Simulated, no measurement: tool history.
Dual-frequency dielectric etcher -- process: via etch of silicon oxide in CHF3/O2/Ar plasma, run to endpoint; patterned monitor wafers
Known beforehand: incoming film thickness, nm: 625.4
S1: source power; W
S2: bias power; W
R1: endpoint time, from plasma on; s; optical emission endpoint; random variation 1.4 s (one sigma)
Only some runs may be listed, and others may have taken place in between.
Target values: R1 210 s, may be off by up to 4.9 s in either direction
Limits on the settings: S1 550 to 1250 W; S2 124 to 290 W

Run 1, hour 0: S1 900 W, S2 207 W. Result: R1 232.75 s.
Run 2, hour 7.9: S1 740 W, S2 207 W. Result: R1 242.17 s.
Run 3, hour 12.1: S1 630 W, S2 207 W. Result: R1 254.95 s.
Run 4, hour 19.6: S1 730 W, S2 215 W. Result: R1 240.31 s.
Run 5, hour 20.3: S1 730 W, S2 189 W. Result: R1 256.15 s.
Run 6, hour 21.2: S1 820 W, S2 197 W. Result: R1 242.44 s.
At hour 27.1: wet clean of the chamber.
Run 7, hour 27.1: S1 890 W, S2 203 W. Result: R1 242.31 s.
Run 8, hour 29.5: S1 910 W, S2 219 W. Result: R1 232.75 s.
Run 9, hour 38.2: S1 960 W, S2 231 W. Result: R1 226.49 s.
Run 10, hour 43.6: S1 1000 W, S2 240 W. Result: R1 220.33 s.

Which single option among these 5 for the next run brings every result within its allowed miss of target? Just one does.
Run A, hour 49: S1 1050 W, S2 208 W. Result: R1 ?.
Run B, hour 49: S1 910 W, S2 218 W. Result: R1 ?.
Run C, hour 49: S1 990 W, S2 229 W. Result: R1 ?.
Run D, hour 49: S1 1040 W, S2 226 W. Result: R1 ?.
Run E, hour 49: S1 960 W, S2 281 W. Result: R1 ?.

move      R1
   A   230.9
   B  235.14
   C  225.92
   D  224.24
   E  210.24
A: the biggest miss grows against the last run
B: the biggest miss grows against the last run
C: the biggest miss grows against the last run
D: the biggest miss grows against the last run
E: every result lands within tolerance
Correct choice: E, which meets every target
